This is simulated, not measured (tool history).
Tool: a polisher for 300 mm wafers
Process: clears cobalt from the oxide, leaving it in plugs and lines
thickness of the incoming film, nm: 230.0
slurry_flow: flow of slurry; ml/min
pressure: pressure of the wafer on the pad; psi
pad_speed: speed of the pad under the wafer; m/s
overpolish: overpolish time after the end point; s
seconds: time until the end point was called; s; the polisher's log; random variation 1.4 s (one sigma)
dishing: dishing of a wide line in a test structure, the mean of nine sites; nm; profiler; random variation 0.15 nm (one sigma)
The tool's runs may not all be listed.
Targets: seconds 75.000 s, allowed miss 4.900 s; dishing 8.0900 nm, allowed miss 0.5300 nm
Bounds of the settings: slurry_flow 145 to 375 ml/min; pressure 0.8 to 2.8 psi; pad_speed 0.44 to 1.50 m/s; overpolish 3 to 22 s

Run 1, day 0.000: slurry_flow 240 ml/min, pressure 1.8 psi, pad_speed 0.96 m/s, overpolish 11 s. Result: seconds 56.522 s, dishing 29.9730 nm.
Run 2, day 0.292: slurry_flow 235 ml/min, pressure 1.6 psi, pad_speed 0.88 m/s, overpolish 8 s. Result: seconds 66.044 s, dishing 20.1300 nm.
Run 3, day 0.442: slurry_flow 205 ml/min, pressure 1.3 psi, pad_speed 0.92 m/s, overpolish 6 s. Result: seconds 82.634 s, dishing 13.8260 nm.
Run 4, day 0.538: slurry_flow 205 ml/min, pressure 1.3 psi, pad_speed 1.12 m/s, overpolish 6 s. Result: seconds 66.287 s, dishing 16.0360 nm.
Run 5, day 0.767: slurry_flow 205 ml/min, pressure 1.0 psi, pad_speed 1.12 m/s, overpolish 6 s. Result: seconds 86.074 s, dishing 12.7660 nm.
Run 6, day 0.888: slurry_flow 205 ml/min, pressure 1.0 psi, pad_speed 0.96 m/s, overpolish 6 s. Result: seconds 103.030 s, dishing 11.7090 nm.
Run 7, day 1.154: slurry_flow 185 ml/min, pressure 0.9 psi, pad_speed 1.08 m/s, overpolish 5 s. Result: seconds 99.316 s, dishing 9.8959 nm.
Run 8, day 1.358: slurry_flow 170 ml/min, pressure 0.9 psi, pad_speed 1.20 m/s, overpolish 4 s. Result: seconds 93.092 s, dishing 8.8110 nm.
Run 9, day 1.458: slurry_flow 160 ml/min, pressure 0.9 psi, pad_speed 1.30 m/s, overpolish 4 s. Result: seconds 86.376 s, dishing 9.3119 nm.
Run 10, day 1.825: slurry_flow 155 ml/min, pressure 0.9 psi, pad_speed 1.36 m/s, overpolish 4 s. Result: seconds 83.503 s, dishing 9.4555 nm.
Run 11, day 2.062: slurry_flow 150 ml/min, pressure 0.9 psi, pad_speed 1.40 m/s, overpolish 4 s. Result: seconds 81.856 s, dishing 10.0290 nm.
Run 12, day 2.129: slurry_flow 220 ml/min, pressure 1.3 psi, pad_speed 1.12 m/s, overpolish 3 s. Result: seconds 66.528 s, dishing 8.9274 nm.

Which of these 5 next moves meets every target?
Run A, day 2.196: slurry_flow 150 ml/min, pressure 1.4 psi, pad_speed 1.04 m/s, overpolish 4 s. Result: seconds ?, dishing ?.
Run B, day 2.196: slurry_flow 250 ml/min, pressure 1.3 psi, pad_speed 1.22 m/s, overpolish 3 s. Result: seconds ?, dishing ?.
Run C, day 2.196: slurry_flow 170 ml/min, pressure 1.3 psi, pad_speed 1.02 m/s, overpolish 3 s. Result: seconds ?, dishing ?.
Run D, day 2.196: slurry_flow 245 ml/min, pressure 1.2 psi, pad_speed 1.36 m/s, overpolish 3 s. Result: seconds ?, dishing ?.
Run E, day 2.196: slurry_flow 205 ml/min, pressure 1.1 psi, pad_speed 1.06 m/s, overpolish 4 s. Result: seconds ?, dishing ?.

move  seconds  dishing
   A   69.395  11.2590
   B   58.773  10.0920
   C   74.068   8.1707
   D   57.197  10.3420
   E   81.156   9.7831
A: further off than the last run
B: further off than the last run
C: meets every target
D: further off than the last run
E: takes the result that was furthest off past its target
The right move is C.
